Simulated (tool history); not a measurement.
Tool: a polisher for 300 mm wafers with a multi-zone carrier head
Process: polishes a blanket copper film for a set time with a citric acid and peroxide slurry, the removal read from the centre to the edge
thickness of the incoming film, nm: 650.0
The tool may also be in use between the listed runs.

| run | hour | flow of slurry (ml/min) | pressure of the head's centre zone | pressure of the head's middle zone | pressure of the head's edge zone | abrasive content of the slurry | polishing time (s) | film removed at the wafer's centre (angstrom) | film removed at mid-radius (angstrom) | film removed at the wafer's edge (angstrom) |
|---|---|---|---|---|---|---|---|---|---|---|
| 1 | 0.0 | 130 | 1.00 | 1.00 | 1.00 | 1.00 | 77 | 1655.4 | 1657.2 | 1599.4 |
| 2 | 1.1 | 135 | 1.02 | 1.01 | 1.02 | 1.05 | 79 | 1758.4 | 1745.1 | 1686.0 |
| 3 | 7.6 | 135 | 1.02 | 1.01 | 1.02 | 1.20 | 79 | 1810.7 | 1737.6 | 1733.8 |
| 4 | 12.5 | 140 | 1.04 | 1.03 | 1.03 | 1.25 | 81 | 1916.5 | 1840.7 | 1845.7 |
| 5 | 17.4 | 140 | 1.04 | 1.03 | 1.03 | 1.25 | 99 | 2328.7 | 2280.4 | 2214.5 |
| 6 | 25.9 | 140 | 1.04 | 1.03 | 0.99 | 1.25 | 99 | 2345.7 | 2268.4 | 2181.4 |

Forecast run 7:
|  | 31.8 | edge zone pressure recalibrated |
| 7 | 31.8 | 145 | 1.05 | 1.03 | 0.99 | 1.25 | 99 | ? | ? | ? |

{"run 7": {"film removed at the wafer's centre (angstrom)": 2378.5, "film removed at mid-radius (angstrom)": 2292.0, "film removed at the wafer's edge (angstrom)": 2233.6}}
